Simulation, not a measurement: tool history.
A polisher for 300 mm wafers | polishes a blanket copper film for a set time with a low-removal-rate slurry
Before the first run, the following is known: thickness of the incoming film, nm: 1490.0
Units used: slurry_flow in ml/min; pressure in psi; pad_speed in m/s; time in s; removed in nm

| run | day | slurry_flow | pressure | pad_speed | slurry_solids | time | removed |
|---|---|---|---|---|---|---|---|
| 1 | 0.000 | 130 | 2.3 | 1.34 | 1.0 | 81 | 267.12 |
| 2 | 0.033 | 125 | 2.1 | 1.34 | 1.0 | 81 | 251.69 |
| 3 | 0.121 | 125 | 2.1 | 1.34 | 1.0 | 85 | 264.52 |
| 4 | 0.225 | 120 | 1.9 | 1.34 | 1.0 | 85 | 244.29 |
| 5 | 0.571 | 120 | 1.9 | 1.34 | 0.9 | 85 | 240.13 |
| 6 | 0.683 | 115 | 1.7 | 1.34 | 0.9 | 85 | 218.57 |

Expected results for the next run?
| 7 | 0.762 | 115 | 1.7 | 1.34 | 0.9 | 85 | ? |

Run 7 measured removed 219.16 nm.
